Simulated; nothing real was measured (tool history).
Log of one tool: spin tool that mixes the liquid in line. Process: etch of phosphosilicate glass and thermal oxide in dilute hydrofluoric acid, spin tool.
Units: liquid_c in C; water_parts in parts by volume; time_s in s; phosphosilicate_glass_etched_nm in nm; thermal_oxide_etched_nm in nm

| run | hour | liquid_c | water_parts | time_s | phosphosilicate_glass_etched_nm | thermal_oxide_etched_nm |
|---|---|---|---|---|---|---|
| 1 | 0.0 | 21.0 | 275 | 30 | 15.2330 | 0.37359 |
| 2 | 6.4 | 20.0 | 300 | 30 | 13.1040 | 0.32523 |
| 3 | 13.5 | 20.0 | 355 | 30 | 10.5870 | 0.29071 |
| 4 | 21.3 | 19.5 | 360 | 30 | 10.3200 | 0.26274 |
| 5 | 24.4 | 19.5 | 360 | 35 | 11.8870 | 0.29256 |
| 6 | 25.8 | 19.0 | 375 | 35 | 11.0770 | 0.27992 |
| 7 | 27.8 | 18.5 | 390 | 35 | 10.4290 | 0.27325 |
| 8 | 30.3 | 18.0 | 400 | 35 | 9.9556 | 0.24105 |

Run 9 comes next. What will it give?
| 9 | 35.4 | 18.0 | 410 | 35 | ? | ? |

{"run 9": {"phosphosilicate_glass_etched_nm": 9.4756, "thermal_oxide_etched_nm": 0.22048}}
